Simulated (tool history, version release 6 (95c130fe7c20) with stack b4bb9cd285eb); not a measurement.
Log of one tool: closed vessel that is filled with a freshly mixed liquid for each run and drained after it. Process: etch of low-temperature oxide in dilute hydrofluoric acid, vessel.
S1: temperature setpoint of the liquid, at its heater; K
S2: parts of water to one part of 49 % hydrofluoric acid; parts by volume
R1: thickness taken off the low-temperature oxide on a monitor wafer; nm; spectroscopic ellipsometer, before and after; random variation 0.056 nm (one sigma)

{"run": 1, "hour": 0.0, "S1": 298.15, "S2": 280, "time in the liquid (s)": 125, "R1": 6.4434}
{"run": 2, "hour": 2.4, "S1": 299.65, "S2": 245, "time in the liquid (s)": 125, "R1": 8.008}
{"run": 3, "hour": 8.1, "S1": 300.65, "S2": 220, "time in the liquid (s)": 125, "R1": 9.4928}
{"run": 4, "hour": 12.0, "S1": 301.65, "S2": 200, "time in the liquid (s)": 125, "R1": 11.071}
{"run": 5, "hour": 15.6, "S1": 304.65, "S2": 200, "time in the liquid (s)": 125, "R1": 12.297}
{"run": 6, "hour": 22.8, "S1": 304.65, "S2": 200, "time in the liquid (s)": 55, "R1": 5.386}
{"run": 7, "hour": 30.9, "S1": 306.15, "S2": 90, "time in the liquid (s)": 125, "R1": 33.423}

Forecast run 8:
{"run": 8, "hour": 39.1, "S1": 306.15, "S2": 100, "time in the liquid (s)": 125, "R1": "?"}

Run 8 gave R1 29.902 nm.
